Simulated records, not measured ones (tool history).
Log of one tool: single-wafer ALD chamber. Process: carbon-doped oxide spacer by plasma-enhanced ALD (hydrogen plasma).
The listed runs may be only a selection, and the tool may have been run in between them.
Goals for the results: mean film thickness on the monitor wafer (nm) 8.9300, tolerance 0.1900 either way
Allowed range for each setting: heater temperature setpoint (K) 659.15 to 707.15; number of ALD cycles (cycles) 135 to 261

run,hour,heater temperature setpoint (K),number of ALD cycles (cycles),mean film thickness on the monitor wafer (nm)
1,0.0,683.15,198,9.8995
2,1.0,678.15,198,10.0880
3,9.7,680.15,196,9.8373
4,12.2,681.15,195,9.8746
# hour 17.0: thermocouple changed; heater temperature recalibrated
5,17.0,673.15,195,10.1740
6,21.8,664.15,195,10.1720
7,30.2,664.15,192,10.0610
8,31.6,665.15,189,9.8371
9,34.5,666.15,187,9.7844
10,39.0,667.15,185,9.6303
11,42.2,668.15,183,9.5760

Below are 5 possible settings for the next run. Only one of them brings all results inside the allowed miss of their targets. Which is it?
A,45.4,667.15,181,?
B,45.4,671.15,197,?
C,45.4,671.15,188,?
D,45.4,660.15,179,?
E,45.4,659.15,171,?

move,mean film thickness on the monitor wafer (nm)
A,9.4693
B,10.3060
C,9.8355
D,9.3647
E,8.9461
A: nearer than the last run, and not there yet
B: further off than the last run
C: further off than the last run
D: nearer than the last run, and not there yet
E: meets every target
E meets every target.
